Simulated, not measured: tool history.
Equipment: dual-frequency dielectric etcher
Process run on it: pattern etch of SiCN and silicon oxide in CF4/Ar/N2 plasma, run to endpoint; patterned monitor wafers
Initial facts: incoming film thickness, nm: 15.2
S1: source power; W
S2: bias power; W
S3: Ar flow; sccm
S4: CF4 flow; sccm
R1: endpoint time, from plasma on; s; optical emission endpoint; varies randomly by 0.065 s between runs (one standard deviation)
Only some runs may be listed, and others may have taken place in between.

run 1 hour=0.0 | S1=540 S2=93 S3=71 S4=69 | R1=13.247
run 2 hour=2.9 | S1=540 S2=93 S3=71 S4=78 | R1=13.242
run 3 hour=10.7 | S1=540 S2=93 S3=84 S4=78 | R1=13.487
run 4 hour=12.8 | S1=540 S2=93 S3=84 S4=66 | R1=13.796
run 5 hour=16.8 | S1=540 S2=93 S3=84 S4=57 | R1=14.012
-- hour=18.3 CF4 flow controller replaced
run 6 hour=18.3 | S1=600 S2=95 S3=84 S4=57 | R1=12.437
run 7 hour=21.7 | S1=640 S2=96 S3=84 S4=57 | R1=11.639

What does the tool deliver on the next run?
run 8 hour=22.6 | S1=640 S2=96 S3=84 S4=57 | R1=?

{"run 8": {"R1": 11.64}}

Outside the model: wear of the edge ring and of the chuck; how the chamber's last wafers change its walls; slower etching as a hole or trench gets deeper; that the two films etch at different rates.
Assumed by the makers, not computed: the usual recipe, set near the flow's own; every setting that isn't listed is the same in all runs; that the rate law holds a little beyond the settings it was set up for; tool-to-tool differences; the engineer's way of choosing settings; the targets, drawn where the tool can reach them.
